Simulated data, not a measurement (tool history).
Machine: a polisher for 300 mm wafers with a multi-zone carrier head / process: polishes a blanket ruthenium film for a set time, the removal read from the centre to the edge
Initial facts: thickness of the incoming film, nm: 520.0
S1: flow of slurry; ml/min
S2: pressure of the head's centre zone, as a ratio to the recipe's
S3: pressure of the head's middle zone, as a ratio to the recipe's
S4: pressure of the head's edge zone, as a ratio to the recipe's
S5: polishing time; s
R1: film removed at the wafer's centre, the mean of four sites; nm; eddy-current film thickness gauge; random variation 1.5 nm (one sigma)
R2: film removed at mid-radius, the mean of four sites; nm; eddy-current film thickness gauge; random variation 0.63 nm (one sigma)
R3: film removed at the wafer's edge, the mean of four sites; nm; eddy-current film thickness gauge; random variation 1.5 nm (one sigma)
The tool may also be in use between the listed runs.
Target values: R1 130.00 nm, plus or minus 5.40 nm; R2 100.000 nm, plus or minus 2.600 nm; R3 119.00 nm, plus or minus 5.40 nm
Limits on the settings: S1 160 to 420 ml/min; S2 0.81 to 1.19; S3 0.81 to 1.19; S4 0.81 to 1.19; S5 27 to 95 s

run 1 day=0.000 | S1=270 S2=1.00 S3=1.00 S4=1.00 S5=61 | R1=115.38 R2=113.560 R3=115.66
run 2 day=0.092 | S1=270 S2=1.00 S3=1.00 S4=1.00 S5=74 | R1=142.12 R2=135.920 R3=139.27
run 3 day=0.438 | S1=260 S2=1.02 S3=0.95 S4=0.99 S5=72 | R1=142.13 R2=127.940 R3=139.78
run 4 day=0.504 | S1=260 S2=1.02 S3=0.95 S4=0.99 S5=86 | R1=168.57 R2=151.700 R3=162.30
run 5 day=0.642 | S1=260 S2=1.02 S3=0.95 S4=0.99 S5=79 | R1=154.63 R2=139.150 R3=149.31
run 6 day=0.896 | S1=255 S2=1.04 S3=0.92 S4=0.97 S5=74 | R1=147.10 R2=128.290 R3=143.43
run 7 day=1.267 | S1=260 S2=1.07 S3=0.91 S4=0.96 S5=69 | R1=141.16 R2=118.030 R3=131.67
run 8 day=1.367 | S1=260 S2=1.08 S3=0.89 S4=0.95 S5=67 | R1=139.59 R2=112.150 R3=127.36
run 9 day=1.425 | S1=260 S2=1.08 S3=0.87 S4=0.94 S5=66 | R1=135.64 R2=108.760 R3=120.54
run 10 day=1.742 | S1=255 S2=1.08 S3=0.85 S4=0.95 S5=66 | R1=132.81 R2=106.340 R3=122.11
run 11 day=1.858 | S1=250 S2=1.08 S3=0.84 S4=0.95 S5=66 | R1=135.01 R2=104.120 R3=124.70
run 12 day=2.133 | S1=245 S2=1.08 S3=0.83 S4=0.94 S5=66 | R1=133.80 R2=105.370 R3=124.78
run 13 day=2.204 | S1=245 S2=1.08 S3=0.83 S4=0.94 S5=65 | R1=130.91 R2=102.280 R3=122.05
run 14 day=2.329 | S1=245 S2=1.08 S3=0.83 S4=0.93 S5=65 | R1=134.69 R2=102.890 R3=119.29

4 candidate next runs follow, results not yet known. Just one meets every target within its allowed miss. Identify it.
run A day=2.454 | S1=280 S2=1.06 S3=0.81 S4=0.82 S5=68 | R1=? R2=? R3=?
run B day=2.454 | S1=165 S2=1.08 S3=0.82 S4=0.84 S5=73 | R1=? R2=? R3=?
run C day=2.454 | S1=215 S2=1.07 S3=0.81 S4=0.95 S5=65 | R1=? R2=? R3=?
run D day=2.454 | S1=260 S2=1.17 S3=0.85 S4=0.92 S5=63 | R1=? R2=? R3=?

move=A R1=137.42 R2=107.780 R3=120.16
move=B R1=136.91 R2=107.410 R3=122.58
move=C R1=127.53 R2=99.465 R3=119.64
move=D R1=139.30 R2=102.510 R3=116.43
A: lands further from the targets than the last run did
B: lands further from the targets than the last run did
C: every result within its allowed miss
D: brings the result that was furthest off to its target, and leaves another outside
Move C is the one to make.
